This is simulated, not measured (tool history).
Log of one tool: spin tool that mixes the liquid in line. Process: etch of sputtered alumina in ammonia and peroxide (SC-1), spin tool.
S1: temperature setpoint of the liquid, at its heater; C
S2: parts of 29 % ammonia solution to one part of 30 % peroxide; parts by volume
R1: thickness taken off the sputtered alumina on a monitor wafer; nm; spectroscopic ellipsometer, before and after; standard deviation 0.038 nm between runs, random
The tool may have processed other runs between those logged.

run 1 hour=0 | S1=60 S2=0.6 time_under_the_liquid_(s)=60 | R1=5.38
run 2 hour=2.2 | S1=59.5 S2=0.6 time_under_the_liquid_(s)=60 | R1=5.3503
run 3 hour=4.4 | S1=59 S2=0.6 time_under_the_liquid_(s)=60 | R1=5.0922
run 4 hour=11.7 | S1=66 S2=0.6 time_under_the_liquid_(s)=60 | R1=7.314
run 5 hour=19.7 | S1=63 S2=0.6 time_under_the_liquid_(s)=60 | R1=6.2527
run 6 hour=26.8 | S1=61.5 S2=0.6 time_under_the_liquid_(s)=60 | R1=5.7399

Expected results for the next run?
run 7 hour=33.1 | S1=60.5 S2=0.6 time_under_the_liquid_(s)=60 | R1=?

R1: 5.458 nm
